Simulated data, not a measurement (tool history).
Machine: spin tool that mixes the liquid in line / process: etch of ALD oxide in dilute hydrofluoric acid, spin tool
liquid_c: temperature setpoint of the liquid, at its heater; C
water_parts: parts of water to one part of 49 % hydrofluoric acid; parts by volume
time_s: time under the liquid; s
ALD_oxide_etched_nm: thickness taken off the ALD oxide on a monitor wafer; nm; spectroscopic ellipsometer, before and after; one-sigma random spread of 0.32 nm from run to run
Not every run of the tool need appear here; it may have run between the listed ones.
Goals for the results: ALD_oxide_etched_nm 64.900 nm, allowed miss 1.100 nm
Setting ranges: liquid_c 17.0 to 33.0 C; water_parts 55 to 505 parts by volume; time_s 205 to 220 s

run	day	liquid_c	water_parts	time_s	ALD_oxide_etched_nm
1	0.000	25.0	280	205	18.931
2	0.179	22.0	280	205	17.003
3	0.312	23.0	255	205	19.777
4	0.671	23.0	340	205	13.752
5	0.929	25.5	340	205	14.940
6	1.196	25.5	340	220	16.034
7	1.233	26.5	310	220	18.677
8	1.450	27.0	280	220	21.728
9	1.642	27.5	255	220	24.801
10	1.767	28.0	235	220	28.193
11	1.950	28.5	220	220	31.056

Below are 5 possible settings for the next run. Only one of them brings all results inside the allowed miss of their targets. Which is it?
A	2.133	28.5	125	220	?
B	2.133	28.0	395	205	?
C	2.133	29.5	125	215	?
D	2.133	29.5	120	220	?
E	2.133	32.5	135	220	?

move	ALD_oxide_etched_nm
A	61.504
B	13.189
C	62.375
D	66.935
E	64.971
A: an improvement on the last run, though not all results are within tolerance
B: the biggest miss grows against the last run
C: an improvement on the last run, though not all results are within tolerance
D: takes the result that was furthest off past its target
E: all results in spec
So the answer is move E, the one that meets all the targets.
